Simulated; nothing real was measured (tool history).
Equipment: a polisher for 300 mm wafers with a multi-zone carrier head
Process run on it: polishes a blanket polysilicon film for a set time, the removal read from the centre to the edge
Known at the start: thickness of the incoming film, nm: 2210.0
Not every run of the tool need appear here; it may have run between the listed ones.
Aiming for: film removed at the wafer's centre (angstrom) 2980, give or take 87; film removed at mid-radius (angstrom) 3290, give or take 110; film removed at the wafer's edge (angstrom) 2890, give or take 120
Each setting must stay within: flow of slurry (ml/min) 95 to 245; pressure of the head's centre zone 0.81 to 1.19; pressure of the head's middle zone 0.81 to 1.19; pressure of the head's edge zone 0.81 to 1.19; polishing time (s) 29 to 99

run,hour,flow of slurry (ml/min),pressure of the head's centre zone,pressure of the head's middle zone,pressure of the head's edge zone,polishing time (s),film removed at the wafer's centre (angstrom),film removed at mid-radius (angstrom),film removed at the wafer's edge (angstrom)
1,0,155,1,1,1,64,5469.7,5452.4,5654.7
2,1.4,155,1,1.04,1,64,5486.6,5668.2,5769.5
3,7.9,150,1,1.05,0.98,60,5198,5314.6,5266
4,8.8,130,1,1.05,0.98,60,5018.2,5254.9,5092.6
5,13.9,125,0.99,1.05,0.96,57,4710.3,4862.8,4765.2
6,18.4,125,0.92,1.05,0.96,57,4359.7,4869.9,4845.5
7,19.5,130,0.98,1.11,0.86,39,3186.3,3481.1,3159.2
8,20.4,130,0.98,1.11,0.85,39,3226.7,3521.8,3049.5
9,25.7,130,0.97,1.11,0.85,39,3193.7,3590.5,3168.4
10,30.3,125,0.97,1.11,0.85,39,3143.4,3571.6,3121.2
11,34,125,0.97,1.1,0.85,39,3185.3,3524.3,3166.6

5 next moves are on the table. One of them brings every result within its allowed miss. Which?
A,37.7,125,1.04,1.09,0.81,37,?,?,?
B,37.7,100,0.93,1.06,0.87,45,?,?,?
C,37.7,100,1.06,1.1,0.81,35,?,?,?
D,37.7,130,1.08,1.12,0.85,36,?,?,?
E,37.7,170,0.99,1.13,0.9,34,?,?,?

move,film removed at the wafer's centre (angstrom),film removed at mid-radius (angstrom),film removed at the wafer's edge (angstrom)
A,3181.5,3342.1,2887.4
B,3295.1,3808.7,3527.5
C,2924.8,3055.7,2652.9
D,3241.2,3350.2,2885
E,2942.6,3327.9,2885.5
A: about as far from the targets as the last run
B: its largest miss is bigger than the last run's
C: puts the biggest miss on target and leaves a different result outside tolerance
D: its largest miss is bigger than the last run's
E: all results in spec
Correct choice: E, which meets every target
